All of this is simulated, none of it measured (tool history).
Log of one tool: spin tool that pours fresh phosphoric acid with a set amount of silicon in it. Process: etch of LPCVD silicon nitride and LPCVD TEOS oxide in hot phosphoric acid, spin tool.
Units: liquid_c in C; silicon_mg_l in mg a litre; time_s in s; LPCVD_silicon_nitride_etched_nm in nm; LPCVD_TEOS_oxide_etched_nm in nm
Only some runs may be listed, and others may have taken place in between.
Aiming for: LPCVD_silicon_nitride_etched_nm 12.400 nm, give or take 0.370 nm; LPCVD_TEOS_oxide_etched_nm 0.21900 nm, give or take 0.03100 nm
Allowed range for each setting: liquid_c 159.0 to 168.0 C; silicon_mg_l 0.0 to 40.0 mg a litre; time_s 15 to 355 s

run,day,liquid_c,silicon_mg_l,time_s,LPCVD_silicon_nitride_etched_nm,LPCVD_TEOS_oxide_etched_nm
1,0.000,164.0,17.5,180,24.330,0.65210
2,0.050,163.0,20.5,155,20.291,0.45807
3,0.317,164.0,20.5,155,21.194,0.48506
4,0.383,163.0,20.5,155,20.492,0.44271
5,0.667,163.0,26.0,155,20.285,0.37736
6,1.025,163.0,33.0,155,20.336,0.28944
7,1.242,162.5,30.5,135,17.598,0.27870
8,1.292,160.0,26.0,85,10.151,0.16851
9,1.567,160.5,26.0,85,10.435,0.17398
10,1.883,161.0,26.0,85,10.609,0.17375
11,2.129,161.5,25.5,85,10.803,0.17321
12,2.312,162.0,24.5,85,10.955,0.20642
13,2.475,163.5,32.0,100,13.339,0.20982
14,2.533,163.0,30.5,100,13.133,0.22768
15,2.725,163.0,29.5,100,13.181,0.21862

Consider the 4 candidate settings below. Which is the only one whose results all fall within their allowed miss of target?
A,2.917,162.0,31.0,110,?,?
B,2.917,164.0,28.5,90,?,?
C,2.917,166.0,35.0,95,?,?
D,2.917,163.0,29.5,105,?,?

move,LPCVD_silicon_nitride_etched_nm,LPCVD_TEOS_oxide_etched_nm
A,14.052,0.22063
B,12.284,0.23069
C,13.847,0.21242
D,13.866,0.24077
A: misses by more than the last run did
B: in spec on every target
C: misses by more than the last run did
D: misses by more than the last run did
The move that meets every target is B.

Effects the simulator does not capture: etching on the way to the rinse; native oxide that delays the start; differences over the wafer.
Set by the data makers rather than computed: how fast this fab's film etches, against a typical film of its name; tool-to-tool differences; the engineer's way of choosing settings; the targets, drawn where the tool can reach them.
